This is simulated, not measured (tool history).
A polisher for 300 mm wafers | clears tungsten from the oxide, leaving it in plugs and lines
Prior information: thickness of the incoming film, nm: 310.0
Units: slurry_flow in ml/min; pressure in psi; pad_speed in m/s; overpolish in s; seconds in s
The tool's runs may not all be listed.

run,day,slurry_flow,pressure,pad_speed,slurry_solids,overpolish,seconds
1,0.000,185,4.0,0.84,1.0,41,77.239
2,0.188,150,4.0,0.84,1.0,41,78.862
3,0.483,150,4.6,0.84,1.0,41,68.659
4,0.592,175,4.6,0.84,1.0,41,66.804
5,0.933,175,4.6,0.84,0.9,41,70.729
6,1.075,175,4.8,0.84,0.9,41,67.695
7,1.217,175,5.0,0.84,0.9,41,64.637
8,1.533,175,5.1,0.84,0.9,41,64.659

The next listed run, before its measurement:
9,1.579,175,5.2,0.84,0.9,41,?

Run 9 measured seconds 61.285 s.
